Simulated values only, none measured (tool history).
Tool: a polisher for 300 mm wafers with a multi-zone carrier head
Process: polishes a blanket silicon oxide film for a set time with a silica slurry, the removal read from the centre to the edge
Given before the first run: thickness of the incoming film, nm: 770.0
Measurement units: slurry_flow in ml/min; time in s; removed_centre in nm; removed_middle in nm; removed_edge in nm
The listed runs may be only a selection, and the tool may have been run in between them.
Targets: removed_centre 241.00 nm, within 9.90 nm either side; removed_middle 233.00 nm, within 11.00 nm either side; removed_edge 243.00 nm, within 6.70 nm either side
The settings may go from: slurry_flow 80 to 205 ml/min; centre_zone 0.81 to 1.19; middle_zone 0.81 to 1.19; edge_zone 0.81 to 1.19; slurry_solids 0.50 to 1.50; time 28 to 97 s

run,hour,slurry_flow,centre_zone,middle_zone,edge_zone,slurry_solids,time,removed_centre,removed_middle,removed_edge
1,0.0,135,1.00,1.00,1.00,1.00,62,267.94,273.11,278.56
2,3.3,135,1.00,1.00,1.00,1.00,71,301.74,317.33,320.86
3,11.7,135,1.00,1.00,1.08,1.00,71,302.18,320.03,333.83
4,14.9,135,1.00,1.00,1.16,1.00,71,306.51,327.39,341.47
5,19.8,135,1.08,1.00,1.16,1.00,71,322.58,316.99,345.06
6,21.6,135,1.08,1.00,1.12,0.90,71,305.38,295.03,314.36
7,29.6,130,1.07,0.99,1.09,0.85,71,296.13,283.44,300.57
8,31.3,125,1.05,0.98,1.07,0.80,71,268.91,264.45,281.45
9,32.9,95,1.06,0.94,0.97,0.80,71,244.37,234.64,254.34
10,38.2,95,1.06,0.94,0.96,0.80,71,248.47,237.03,254.31
11,46.4,95,1.06,0.94,0.95,0.80,71,248.78,229.61,255.51
12,54.6,95,1.06,0.95,0.94,0.80,71,252.73,241.15,252.62

Which single option among these 5 for the next run brings every result within its allowed miss of target? Just one does.
A,62.8,110,1.02,0.92,0.89,0.70,75,?,?,?
B,62.8,80,1.05,0.98,0.96,0.95,67,?,?,?
C,62.8,100,1.04,1.12,0.93,0.80,68,?,?,?
D,62.8,95,1.11,0.90,0.91,0.75,77,?,?,?
E,62.8,120,0.99,1.03,0.89,0.80,67,?,?,?

move,removed_centre,removed_middle,removed_edge
A,239.59,227.00,242.04
B,240.52,237.42,257.74
C,238.04,261.21,242.58
D,268.23,230.87,257.00
E,237.31,253.25,243.79
A: each result inside its tolerance
B: moves away from the targets compared with the last run
C: brings the result that was furthest off to its target, and leaves another outside
D: moves away from the targets compared with the last run
E: brings the result that was furthest off to its target, and leaves another outside
Move A is the one to make.
